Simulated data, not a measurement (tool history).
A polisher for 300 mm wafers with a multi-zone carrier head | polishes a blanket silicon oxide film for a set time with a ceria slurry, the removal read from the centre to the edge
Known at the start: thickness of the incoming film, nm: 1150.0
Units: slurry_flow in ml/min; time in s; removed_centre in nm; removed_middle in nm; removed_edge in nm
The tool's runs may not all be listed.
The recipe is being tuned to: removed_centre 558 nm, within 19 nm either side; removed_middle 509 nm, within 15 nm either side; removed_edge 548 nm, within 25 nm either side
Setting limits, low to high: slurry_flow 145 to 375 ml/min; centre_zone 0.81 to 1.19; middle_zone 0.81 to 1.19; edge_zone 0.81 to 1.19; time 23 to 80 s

run  hour  slurry_flow  centre_zone  middle_zone  edge_zone  time  removed_centre  removed_middle  removed_edge
  1     0          240            1            1          1    51          360.38          357.09        369.41
  2   1.7          240            1            1       0.93    51          360.77          364.31        356.37
  3   7.1          250         1.03         1.02       0.99    56          423.75          404.48         398.6
  4  14.7          245         1.03         1.02       1.03    60          438.14          431.36        437.52
  5  15.6          245         1.03         1.02       1.08    60          445.17          440.59        446.83
  6  22.3          195         1.03         1.02       1.08    60          425.23           423.5         446.5
  7  26.7          195         1.06         1.02        1.1    63          464.71          447.92        453.44
  8  34.8          225         1.06            1       1.13    65          484.11          453.64        487.11
  9  40.6          240         1.07            1       1.15    67          515.81           473.9        515.88

Which single option among these 5 for the next run brings every result within its allowed miss of target? Just one does.
  A  46.4          235         1.18         1.11          1    65               ?               ?             ?
  B  46.4          205         1.04         0.98        1.1    63               ?               ?             ?
  C  46.4          215            1            1       1.17    71               ?               ?             ?
  D  46.4          195         1.03         1.11       1.11    68               ?               ?             ?
  E  46.4          200         1.09            1       1.13    73               ?               ?             ?

move  removed_centre  removed_middle  removed_edge
   A          548.38          509.87           470
   B          457.22          435.91        469.73
   C           499.5          503.49        548.19
   D          484.69          518.75        505.22
   E          553.05          511.56        549.54
A: meets the target for the result that was furthest off, but another lies outside its allowed miss
B: lands further from the targets than the last run did
C: meets the target for the result that was furthest off, but another lies outside its allowed miss
D: meets the target for the result that was furthest off, but another lies outside its allowed miss
E: all results in spec
The move that meets every target is E.

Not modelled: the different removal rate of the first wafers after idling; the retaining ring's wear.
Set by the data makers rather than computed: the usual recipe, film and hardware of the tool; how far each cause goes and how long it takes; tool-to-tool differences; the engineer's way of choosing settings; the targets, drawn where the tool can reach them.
